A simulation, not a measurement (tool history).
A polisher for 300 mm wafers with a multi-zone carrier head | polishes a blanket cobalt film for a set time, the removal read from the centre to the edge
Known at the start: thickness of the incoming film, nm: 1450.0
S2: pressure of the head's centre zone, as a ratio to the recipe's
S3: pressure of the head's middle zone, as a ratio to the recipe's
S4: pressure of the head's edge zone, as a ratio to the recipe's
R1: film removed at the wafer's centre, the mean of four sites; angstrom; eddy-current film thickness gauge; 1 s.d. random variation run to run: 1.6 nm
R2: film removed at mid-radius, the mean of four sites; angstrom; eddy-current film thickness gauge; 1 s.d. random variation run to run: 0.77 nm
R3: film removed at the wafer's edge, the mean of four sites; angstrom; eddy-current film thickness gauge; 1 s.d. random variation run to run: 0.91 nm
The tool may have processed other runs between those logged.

{"run": 1, "day": 0.0, "flow of slurry (ml/min)": 175, "S2": 1.0, "S3": 1.0, "S4": 1.0, "polishing time (s)": 46, "R1": 1638.3, "R2": 1641.0, "R3": 1585.2}
{"run": 2, "day": 0.329, "flow of slurry (ml/min)": 175, "S2": 1.0, "S3": 0.94, "S4": 1.0, "polishing time (s)": 46, "R1": 1604.1, "R2": 1566.1, "R3": 1595.4}
{"run": 3, "day": 0.508, "flow of slurry (ml/min)": 175, "S2": 1.04, "S3": 0.94, "S4": 1.0, "polishing time (s)": 46, "R1": 1672.9, "R2": 1551.2, "R3": 1606.2}
{"run": 4, "day": 0.867, "flow of slurry (ml/min)": 215, "S2": 1.04, "S3": 0.94, "S4": 1.0, "polishing time (s)": 46, "R1": 1667.8, "R2": 1615.5, "R3": 1656.0}
{"run": 5, "day": 1.125, "flow of slurry (ml/min)": 215, "S2": 1.04, "S3": 0.94, "S4": 0.93, "polishing time (s)": 46, "R1": 1791.4, "R2": 1605.0, "R3": 1580.2}
{"run": 6, "day": 1.238, "flow of slurry (ml/min)": 230, "S2": 1.04, "S3": 0.94, "S4": 0.93, "polishing time (s)": 46, "R1": 1741.3, "R2": 1619.0, "R3": 1582.8}
{"run": 7, "day": 1.362, "flow of slurry (ml/min)": 270, "S2": 0.94, "S3": 0.89, "S4": 0.84, "polishing time (s)": 33, "R1": 1225.0, "R2": 1147.9, "R3": 1106.2}

The next listed run, before its measurement:
{"run": 8, "day": 1.696, "flow of slurry (ml/min)": 250, "S2": 0.84, "S3": 0.99, "S4": 0.94, "polishing time (s)": 33, "R1": "?", "R2": "?", "R3": "?"}

R1: 1115.5 angstrom
R2: 1239.2 angstrom
R3: 1143.9 angstrom
